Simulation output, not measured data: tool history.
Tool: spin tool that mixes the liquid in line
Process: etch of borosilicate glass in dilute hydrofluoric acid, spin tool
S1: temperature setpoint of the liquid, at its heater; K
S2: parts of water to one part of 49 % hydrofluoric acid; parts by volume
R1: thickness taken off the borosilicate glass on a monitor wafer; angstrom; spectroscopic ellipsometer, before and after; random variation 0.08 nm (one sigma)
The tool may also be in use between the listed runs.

Run 1, hour 0: S1 293.15 K, S2 240 parts by volume, time under the liquid (s) 105. Result: R1 95.173 angstrom.
Run 2, hour 6.7: S1 295.15 K, S2 235 parts by volume, time under the liquid (s) 105. Result: R1 103.67 angstrom.
Run 3, hour 8.8: S1 295.15 K, S2 235 parts by volume, time under the liquid (s) 110. Result: R1 109.15 angstrom.
Run 4, hour 13.3: S1 298.15 K, S2 235 parts by volume, time under the liquid (s) 110. Result: R1 120.72 angstrom.
Run 5, hour 16.2: S1 298.65 K, S2 230 parts by volume, time under the liquid (s) 110. Result: R1 126.55 angstrom.
Run 6, hour 24.4: S1 298.65 K, S2 230 parts by volume, time under the liquid (s) 105. Result: R1 120.68 angstrom.
Run 7, hour 32.4: S1 299.15 K, S2 225 parts by volume, time under the liquid (s) 105. Result: R1 127.29 angstrom.

Forecast run 8:
Run 8, hour 37.1: S1 299.65 K, S2 225 parts by volume, time under the liquid (s) 105. Result: R1 ?.

R1: 128.56 angstrom
